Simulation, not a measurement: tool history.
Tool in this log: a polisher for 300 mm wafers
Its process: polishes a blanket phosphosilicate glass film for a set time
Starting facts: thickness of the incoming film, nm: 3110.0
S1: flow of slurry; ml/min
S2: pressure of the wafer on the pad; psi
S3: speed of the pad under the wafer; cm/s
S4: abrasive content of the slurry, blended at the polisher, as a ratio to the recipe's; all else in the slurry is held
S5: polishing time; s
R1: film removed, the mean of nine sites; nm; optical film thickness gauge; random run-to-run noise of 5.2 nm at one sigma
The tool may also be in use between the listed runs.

run  hour   S1   S2  S3   S4   S5       R1
  1   0.0  270  3.6  90  1.0  114  1099.90
  2   5.4  325  3.6  90  1.0  114  1091.80
  3   9.7  285  3.6  90  1.0  114  1079.80
  4  14.2  285  3.0  90  1.0  114   953.87
  5  17.9  285  2.7  90  1.0  114   887.90
  6  24.1  285  2.7  68  1.0  114   751.17
  7  28.7  285  2.6  68  1.0  114   718.47
  8  33.0  285  2.5  68  1.0  114   692.12

Forecast run 9:
  9  35.7  285  2.4  68  1.0  114   ?

R1: 690.68 nm
